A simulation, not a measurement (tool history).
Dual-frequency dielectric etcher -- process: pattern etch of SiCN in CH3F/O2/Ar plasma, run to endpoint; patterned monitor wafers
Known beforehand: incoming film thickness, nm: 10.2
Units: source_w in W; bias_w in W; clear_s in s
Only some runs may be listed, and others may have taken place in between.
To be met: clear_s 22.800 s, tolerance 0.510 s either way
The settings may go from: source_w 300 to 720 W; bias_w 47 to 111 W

| run | day | source_w | bias_w | clear_s |
|---|---|---|---|---|
| 1 | 0.000 | 510 | 79 | 25.822 |
| 2 | 0.042 | 510 | 71 | 26.931 |
| 3 | 0.254 | 510 | 81 | 25.293 |
| 4 | 0.346 | 420 | 81 | 26.652 |
| 5 | 0.696 | 490 | 81 | 25.542 |
| 6 | 0.925 | 510 | 82 | 25.052 |
| 7 | 1.179 | 530 | 83 | 24.697 |
| 8 | 1.354 | 550 | 84 | 24.514 |
| 9 | 1.467 | 570 | 85 | 24.073 |
| 10 | 1.517 | 580 | 86 | 23.929 |
| 11 | 1.575 | 590 | 87 | 23.705 |
| 12 | 1.650 | 600 | 88 | 23.642 |

Of the 4 settings listed for the next run, only one would bring every result within its allowed miss of target. Which one?
| A | 1.725 | 620 | 93 | ? |
| B | 1.725 | 660 | 102 | ? |
| C | 1.725 | 540 | 86 | ? |
| D | 1.725 | 670 | 79 | ? |

| move | clear_s |
|---|---|
| A | 22.695 |
| B | 21.464 |
| C | 24.352 |
| D | 23.726 |
A: hits every target within its allowed miss
B: carries the result that was furthest off beyond its target, to the other side
C: moves away from the targets compared with the last run
D: moves away from the targets compared with the last run
So the answer is move A, the one that meets all the targets.
